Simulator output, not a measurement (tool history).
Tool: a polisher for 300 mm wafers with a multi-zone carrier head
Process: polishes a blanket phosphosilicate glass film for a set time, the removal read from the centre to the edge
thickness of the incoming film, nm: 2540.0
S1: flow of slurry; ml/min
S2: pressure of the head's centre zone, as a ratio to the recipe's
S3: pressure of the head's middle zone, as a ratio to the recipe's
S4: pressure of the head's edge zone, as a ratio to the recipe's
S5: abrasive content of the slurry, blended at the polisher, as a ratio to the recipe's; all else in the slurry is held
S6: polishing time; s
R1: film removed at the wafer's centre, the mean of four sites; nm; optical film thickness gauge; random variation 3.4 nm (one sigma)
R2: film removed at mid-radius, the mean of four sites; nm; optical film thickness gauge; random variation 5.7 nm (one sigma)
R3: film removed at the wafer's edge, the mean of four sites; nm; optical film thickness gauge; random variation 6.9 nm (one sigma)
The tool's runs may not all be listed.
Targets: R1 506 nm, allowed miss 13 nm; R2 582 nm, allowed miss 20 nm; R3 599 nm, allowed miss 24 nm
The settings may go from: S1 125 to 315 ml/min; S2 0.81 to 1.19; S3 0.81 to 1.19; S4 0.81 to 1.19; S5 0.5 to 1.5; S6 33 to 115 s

{"run": 1, "hour": 0.0, "S1": 205, "S2": 1, "S3": 1, "S4": 1, "S5": 1, "S6": 73, "R1": 713.66, "R2": 718.38, "R3": 699.3}
{"run": 2, "hour": 5.1, "S1": 205, "S2": 1, "S3": 1, "S4": 1, "S5": 0.9, "S6": 73, "R1": 658.32, "R2": 649.13, "R3": 644.13}
{"run": 3, "hour": 9.7, "S1": 205, "S2": 1, "S3": 1, "S4": 0.95, "S5": 0.9, "S6": 73, "R1": 652.84, "R2": 654.57, "R3": 650.83}
{"run": 4, "hour": 16.3, "S1": 205, "S2": 1, "S3": 1, "S4": 0.95, "S5": 1.05, "S6": 73, "R1": 729.53, "R2": 725.55, "R3": 707.25}
{"run": 5, "hour": 17.2, "S1": 205, "S2": 1, "S3": 1, "S4": 0.95, "S5": 1.05, "S6": 64, "R1": 639.67, "R2": 635.02, "R3": 600.62}
{"run": 6, "hour": 25.6, "S1": 195, "S2": 0.96, "S3": 0.99, "S4": 0.96, "S5": 1.05, "S6": 64, "R1": 607.35, "R2": 630.75, "R3": 620.42}
{"run": 7, "hour": 29.9, "S1": 190, "S2": 0.94, "S3": 0.99, "S4": 0.95, "S5": 1.05, "S6": 64, "R1": 588.3, "R2": 625.77, "R3": 614.82}
{"run": 8, "hour": 33.4, "S1": 185, "S2": 0.92, "S3": 0.98, "S4": 0.94, "S5": 1.05, "S6": 64, "R1": 585.24, "R2": 625.53, "R3": 622.89}
{"run": 9, "hour": 36.6, "S1": 180, "S2": 0.9, "S3": 0.98, "S4": 0.94, "S5": 1.05, "S6": 64, "R1": 561.23, "R2": 611.54, "R3": 612.3}
{"run": 10, "hour": 39.9, "S1": 180, "S2": 0.9, "S3": 0.98, "S4": 0.94, "S5": 1.05, "S6": 64, "R1": 564.91, "R2": 614.53, "R3": 608.82}
{"run": 11, "hour": 43.8, "S1": 175, "S2": 0.88, "S3": 0.97, "S4": 0.94, "S5": 1.05, "S6": 64, "R1": 556.1, "R2": 603.59, "R3": 601.58}
{"run": 12, "hour": 51.2, "S1": 170, "S2": 0.87, "S3": 0.97, "S4": 0.96, "S5": 1.05, "S6": 64, "R1": 542.43, "R2": 611.71, "R3": 606.52}
{"run": 13, "hour": 57.3, "S1": 165, "S2": 0.86, "S3": 0.96, "S4": 0.96, "S5": 1.05, "S6": 64, "R1": 531.72, "R2": 599.33, "R3": 618.3}
{"run": 14, "hour": 62.2, "S1": 160, "S2": 0.86, "S3": 0.96, "S4": 0.95, "S5": 1.05, "S6": 64, "R1": 528.46, "R2": 595.06, "R3": 598.17}
{"run": 15, "hour": 67.1, "S1": 155, "S2": 0.85, "S3": 0.96, "S4": 0.96, "S5": 1.05, "S6": 64, "R1": 521, "R2": 589.78, "R3": 603.45}

5 next moves are on the table. One of them brings every result within its allowed miss. Which?
{"run": "A", "hour": 72.0, "S1": 180, "S2": 0.88, "S3": 0.9, "S4": 0.85, "S5": 0.95, "S6": 67, "R1": "?", "R2": "?", "R3": "?"}
{"run": "B", "hour": 72.0, "S1": 150, "S2": 0.89, "S3": 1.05, "S4": 0.93, "S5": 1, "S6": 66, "R1": "?", "R2": "?", "R3": "?"}
{"run": "C", "hour": 72.0, "S1": 125, "S2": 0.89, "S3": 1.02, "S4": 1.07, "S5": 1.05, "S6": 61, "R1": "?", "R2": "?", "R3": "?"}
{"run": "D", "hour": 72.0, "S1": 135, "S2": 0.94, "S3": 1.13, "S4": 0.95, "S5": 1.2, "S6": 56, "R1": "?", "R2": "?", "R3": "?"}
{"run": "E", "hour": 72.0, "S1": 135, "S2": 0.93, "S3": 1.1, "S4": 0.89, "S5": 1.2, "S6": 57, "R1": "?", "R2": "?", "R3": "?"}

move=A R1=543.38 R2=578.83 R3=574.29
move=B R1=546.65 R2=653.29 R3=598.12
move=C R1=506.68 R2=593.2 R3=598.68
move=D R1=536.27 R2=645.08 R3=563
move=E R1=539.88 R2=642.19 R3=556.54
A: further off than the last run
B: further off than the last run
C: meets every target
D: further off than the last run
E: further off than the last run
Move C is the one to make.
